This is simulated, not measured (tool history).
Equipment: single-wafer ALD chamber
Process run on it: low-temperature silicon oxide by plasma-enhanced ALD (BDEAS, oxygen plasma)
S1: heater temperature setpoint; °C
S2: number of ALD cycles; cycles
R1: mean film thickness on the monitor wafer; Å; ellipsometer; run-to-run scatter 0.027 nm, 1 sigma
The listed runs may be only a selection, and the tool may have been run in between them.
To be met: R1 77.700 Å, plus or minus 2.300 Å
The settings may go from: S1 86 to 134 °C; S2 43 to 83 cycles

run 1 hour=0.0 | S1=110 S2=63 | R1=87.932
run 2 hour=3.0 | S1=110 S2=61 | R1=84.928
run 3 hour=8.9 | S1=110 S2=60 | R1=83.992
run 4 hour=16.2 | S1=110 S2=52 | R1=72.910
run 5 hour=22.0 | S1=110 S2=53 | R1=74.163
run 6 hour=29.6 | S1=110 S2=46 | R1=64.571
-- hour=32.8 thermocouple changed; heater temperature recalibrated
run 7 hour=32.8 | S1=110 S2=48 | R1=67.692
run 8 hour=33.5 | S1=110 S2=50 | R1=70.640
run 9 hour=42.0 | S1=110 S2=51 | R1=71.809
run 10 hour=50.1 | S1=110 S2=52 | R1=73.417

Of the 5 settings listed for the next run, only one would bring every result within its allowed miss of target. Which one?
run A hour=58.2 | S1=109 S2=55 | R1=?
run B hour=58.2 | S1=109 S2=51 | R1=?
run C hour=58.2 | S1=106 S2=59 | R1=?
run D hour=58.2 | S1=116 S2=48 | R1=?
run E hour=58.2 | S1=111 S2=51 | R1=?

move=A R1=77.674
move=B R1=72.025
move=C R1=83.790
move=D R1=66.902
move=E R1=71.756
A: hits every target within its allowed miss
B: further off than the last run
C: moves the result that the last run missed by most past its target, out the other side
D: further off than the last run
E: further off than the last run
The right move is A.
